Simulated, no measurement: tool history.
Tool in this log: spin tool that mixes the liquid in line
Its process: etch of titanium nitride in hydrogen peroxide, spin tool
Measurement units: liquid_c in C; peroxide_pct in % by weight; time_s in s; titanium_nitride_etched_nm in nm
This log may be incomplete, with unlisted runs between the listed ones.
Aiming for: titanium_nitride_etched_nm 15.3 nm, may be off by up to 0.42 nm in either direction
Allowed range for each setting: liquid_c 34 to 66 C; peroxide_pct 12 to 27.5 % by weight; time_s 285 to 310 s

run 1 day=0 | liquid_c=50 peroxide_pct=18.5 time_s=285 | titanium_nitride_etched_nm=8.9168
run 2 day=0.129 | liquid_c=52 peroxide_pct=18.5 time_s=285 | titanium_nitride_etched_nm=10.3
run 3 day=0.179 | liquid_c=52 peroxide_pct=16 time_s=285 | titanium_nitride_etched_nm=9.9658
run 4 day=0.383 | liquid_c=52 peroxide_pct=18 time_s=285 | titanium_nitride_etched_nm=10.129
run 5 day=0.638 | liquid_c=52 peroxide_pct=16.5 time_s=285 | titanium_nitride_etched_nm=10.232
run 6 day=0.908 | liquid_c=53.5 peroxide_pct=16.5 time_s=285 | titanium_nitride_etched_nm=11.089
run 7 day=1.067 | liquid_c=54.5 peroxide_pct=16.5 time_s=285 | titanium_nitride_etched_nm=11.832
run 8 day=1.208 | liquid_c=55.5 peroxide_pct=16.5 time_s=285 | titanium_nitride_etched_nm=13.008
run 9 day=1.279 | liquid_c=56 peroxide_pct=16.5 time_s=285 | titanium_nitride_etched_nm=13.207
run 10 day=1.525 | liquid_c=56.5 peroxide_pct=16.5 time_s=285 | titanium_nitride_etched_nm=13.817
run 11 day=1.608 | liquid_c=57 peroxide_pct=16.5 time_s=285 | titanium_nitride_etched_nm=14.251

Next run, 4 choices. One meets every target within its allowed miss, the rest don't. Which?
run A day=1.692 | liquid_c=59 peroxide_pct=17.5 time_s=290 | titanium_nitride_etched_nm=?
run B day=1.692 | liquid_c=58.5 peroxide_pct=17.5 time_s=290 | titanium_nitride_etched_nm=?
run C day=1.692 | liquid_c=58 peroxide_pct=16.5 time_s=285 | titanium_nitride_etched_nm=?
run D day=1.692 | liquid_c=58 peroxide_pct=17 time_s=310 | titanium_nitride_etched_nm=?

move=A titanium_nitride_etched_nm=16.759
move=B titanium_nitride_etched_nm=16.194
move=C titanium_nitride_etched_nm=15.187
move=D titanium_nitride_etched_nm=16.624
A: the result that was furthest off in the last run now lies on the other side of its target
B: the result that was furthest off in the last run now lies on the other side of its target
C: all results in spec
D: the result that was furthest off in the last run now lies on the other side of its target
The move that meets every target is C.
